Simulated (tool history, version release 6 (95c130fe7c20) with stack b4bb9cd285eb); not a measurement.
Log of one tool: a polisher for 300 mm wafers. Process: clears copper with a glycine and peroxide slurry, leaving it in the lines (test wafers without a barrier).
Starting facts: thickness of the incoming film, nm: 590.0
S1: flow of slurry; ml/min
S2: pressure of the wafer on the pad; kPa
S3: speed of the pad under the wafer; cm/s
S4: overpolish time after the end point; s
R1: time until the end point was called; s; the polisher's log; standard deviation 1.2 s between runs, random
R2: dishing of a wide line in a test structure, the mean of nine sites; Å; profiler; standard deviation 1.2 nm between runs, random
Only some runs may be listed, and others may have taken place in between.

run  hour   S1    S2  S3  S4      R1      R2
  1   0.0  145  22.8  80  13  123.76  461.12
  2   3.1  145  23.4  80  14  121.49  503.52
  3   4.6  145  23.4  80  11  123.44  409.21
  4  10.6  130  23.4  80  11  125.65  399.67
  5  18.9  130  17.9  80  11  153.53  322.47
  6  22.6  130  13.8  80  11  188.86  271.45
  7  25.6  130  15.9  80  12  170.28  337.57
  8  34.3  125  17.9  80  13  156.73  385.19

The next listed run, before its measurement:
  9  40.1  125  24.8  82  19   ?   ?

{"run 9": {"R1": 119.26, "R2": 666.73}}

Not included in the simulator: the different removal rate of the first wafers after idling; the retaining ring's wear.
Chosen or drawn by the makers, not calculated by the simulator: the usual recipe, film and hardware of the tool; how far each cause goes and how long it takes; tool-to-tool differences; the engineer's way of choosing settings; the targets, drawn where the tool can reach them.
